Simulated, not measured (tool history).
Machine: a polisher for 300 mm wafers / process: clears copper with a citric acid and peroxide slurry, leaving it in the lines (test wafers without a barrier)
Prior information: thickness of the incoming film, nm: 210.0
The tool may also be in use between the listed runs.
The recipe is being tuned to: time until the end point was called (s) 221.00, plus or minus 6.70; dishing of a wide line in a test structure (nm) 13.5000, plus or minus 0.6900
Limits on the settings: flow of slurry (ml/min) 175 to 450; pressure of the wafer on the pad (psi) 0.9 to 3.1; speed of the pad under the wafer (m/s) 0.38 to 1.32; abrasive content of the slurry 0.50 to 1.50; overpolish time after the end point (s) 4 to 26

run	hour	flow of slurry (ml/min)	pressure of the wafer on the pad (psi)	speed of the pad under the wafer (m/s)	abrasive content of the slurry	overpolish time after the end point (s)	time until the end point was called (s)	dishing of a wide line in a test structure (nm)
1	0.0	290	2.0	0.84	1.00	13	184.64	9.8731
2	4.8	290	1.6	0.84	1.00	13	235.43	8.1789
3	10.8	245	1.6	0.84	1.00	13	231.72	8.1821
4	17.2	245	1.6	0.84	1.00	15	233.63	9.2428
5	25.5	245	1.6	0.84	1.00	16	232.41	9.9310
6	32.4	290	1.6	0.84	1.00	16	230.18	10.1960
7	38.8	290	1.6	0.84	1.00	17	232.46	10.7110
8	46.3	290	1.6	0.84	1.00	18	233.76	11.1160
9	49.6	290	1.6	0.84	1.00	19	231.63	11.9040
10	53.0	290	1.6	0.84	1.00	20	231.91	12.2730
11	59.6	290	1.6	0.84	1.00	21	233.24	12.8060

Which one of the following 5 next-run settings gets every result inside its allowed miss? There is exactly one.
A	66.2	270	1.4	0.86	1.00	21	?	?
B	66.2	390	1.5	0.84	1.00	19	?	?
C	66.2	175	1.3	0.96	1.15	26	?	?
D	66.2	320	1.6	0.90	1.00	18	?	?
E	66.2	270	1.7	0.86	0.90	21	?	?

move	time until the end point was called (s)	dishing of a wide line in a test structure (nm)
A	259.11	11.4000
B	241.16	11.1280
C	256.30	13.9570
D	219.17	11.5840
E	221.86	13.2320
A: further off than the last run
B: further off than the last run
C: further off than the last run
D: puts the biggest miss on target and leaves a different result outside tolerance
E: every result lands within tolerance
E meets every target.

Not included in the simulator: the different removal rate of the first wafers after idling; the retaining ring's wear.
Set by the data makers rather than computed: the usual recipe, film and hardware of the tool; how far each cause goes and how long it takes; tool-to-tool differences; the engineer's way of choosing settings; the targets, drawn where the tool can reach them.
